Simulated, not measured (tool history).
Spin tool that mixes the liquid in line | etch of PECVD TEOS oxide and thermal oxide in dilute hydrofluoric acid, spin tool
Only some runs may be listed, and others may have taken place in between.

| run | hour | temperature setpoint of the liquid (C) | parts of water to one part of 49 % hydrofluoric acid (parts by volume) | time under the liquid (s) | thickness taken off the PECVD TEOS oxide on a monitor wafer (nm) | thickness taken off the thermal oxide on a monitor wafer (nm) |
|---|---|---|---|---|---|---|
| 1 | 0 | 24 | 220 | 115 | 4.4152 | 1.9756 |
| 2 | 2.2 | 26.5 | 220 | 115 | 4.8119 | 2.1821 |
| 3 | 8.5 | 25.5 | 220 | 115 | 4.624 | 2.1254 |
| 4 | 15.5 | 25.5 | 190 | 115 | 5.6158 | 2.5004 |
| 5 | 21.8 | 24.5 | 195 | 115 | 5.1616 | 2.314 |
| 6 | 26.9 | 27.5 | 195 | 115 | 5.7437 | 2.6292 |
| 7 | 33.5 | 26.5 | 200 | 115 | 5.4075 | 2.4508 |

Run 8 has not been measured yet. What should we expect?
| 8 | 39.4 | 22.5 | 220 | 115 | ? | ? |

Logged for run 8: thickness taken off the PECVD TEOS oxide on a monitor wafer (nm) 4.112, thickness taken off the thermal oxide on a monitor wafer (nm) 1.8539.

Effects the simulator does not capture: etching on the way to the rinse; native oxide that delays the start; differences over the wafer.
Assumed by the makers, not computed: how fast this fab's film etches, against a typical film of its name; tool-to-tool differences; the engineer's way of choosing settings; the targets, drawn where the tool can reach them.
